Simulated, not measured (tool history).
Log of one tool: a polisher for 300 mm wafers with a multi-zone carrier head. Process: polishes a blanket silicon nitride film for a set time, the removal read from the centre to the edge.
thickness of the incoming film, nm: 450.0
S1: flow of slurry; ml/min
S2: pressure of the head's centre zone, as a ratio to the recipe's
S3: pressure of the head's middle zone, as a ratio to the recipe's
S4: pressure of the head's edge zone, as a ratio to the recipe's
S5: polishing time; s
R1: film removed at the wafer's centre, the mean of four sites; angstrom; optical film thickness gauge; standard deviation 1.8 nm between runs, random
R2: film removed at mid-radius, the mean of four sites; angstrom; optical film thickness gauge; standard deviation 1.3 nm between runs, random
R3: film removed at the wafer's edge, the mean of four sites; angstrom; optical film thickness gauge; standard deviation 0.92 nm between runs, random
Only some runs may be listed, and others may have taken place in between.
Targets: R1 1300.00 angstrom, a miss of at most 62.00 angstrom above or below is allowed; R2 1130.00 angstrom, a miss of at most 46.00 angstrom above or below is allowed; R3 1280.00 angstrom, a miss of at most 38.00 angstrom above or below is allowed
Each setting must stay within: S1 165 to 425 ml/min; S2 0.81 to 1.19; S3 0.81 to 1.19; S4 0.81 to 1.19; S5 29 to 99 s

run 1 hour=0.0 | S1=275 S2=1.00 S3=1.00 S4=1.00 S5=64 | R1=913.53 R2=951.57 R3=938.76
run 2 hour=1.2 | S1=325 S2=1.00 S3=1.00 S4=1.00 S5=64 | R1=931.76 R2=955.00 R3=964.04
run 3 hour=9.3 | S1=385 S2=1.00 S3=1.00 S4=1.00 S5=64 | R1=943.82 R2=958.83 R3=958.13
run 4 hour=14.3 | S1=385 S2=1.00 S3=1.00 S4=1.00 S5=75 | R1=1102.40 R2=1149.40 R3=1136.00
run 5 hour=17.7 | S1=385 S2=1.03 S3=0.97 S4=1.04 S5=76 | R1=1138.90 R2=1120.70 R3=1170.30
run 6 hour=24.2 | S1=385 S2=1.06 S3=0.96 S4=1.06 S5=77 | R1=1182.20 R2=1122.60 R3=1199.10
run 7 hour=29.6 | S1=385 S2=1.08 S3=0.95 S4=1.08 S5=78 | R1=1244.20 R2=1128.70 R3=1195.00
run 8 hour=36.3 | S1=385 S2=1.08 S3=0.93 S4=1.09 S5=79 | R1=1256.80 R2=1127.00 R3=1248.10

Which single option among these 4 for the next run brings every result within its allowed miss of target? Just one does.
run A hour=43.0 | S1=390 S2=1.04 S3=0.94 S4=1.08 S5=78 | R1=? R2=? R3=?
run B hour=43.0 | S1=425 S2=1.11 S3=0.94 S4=1.05 S5=78 | R1=? R2=? R3=?
run C hour=43.0 | S1=400 S2=1.09 S3=0.92 S4=1.13 S5=81 | R1=? R2=? R3=?
run D hour=43.0 | S1=415 S2=1.07 S3=0.94 S4=1.05 S5=77 | R1=? R2=? R3=?

move=A R1=1176.50 R2=1127.20 R3=1213.00
move=B R1=1263.80 R2=1132.90 R3=1201.20
move=C R1=1283.10 R2=1151.20 R3=1290.40
move=D R1=1200.40 R2=1117.00 R3=1184.50
A: further off than the last run
B: further off than the last run
C: in spec on every target
D: further off than the last run
C is the move that brings every result within its allowed miss.

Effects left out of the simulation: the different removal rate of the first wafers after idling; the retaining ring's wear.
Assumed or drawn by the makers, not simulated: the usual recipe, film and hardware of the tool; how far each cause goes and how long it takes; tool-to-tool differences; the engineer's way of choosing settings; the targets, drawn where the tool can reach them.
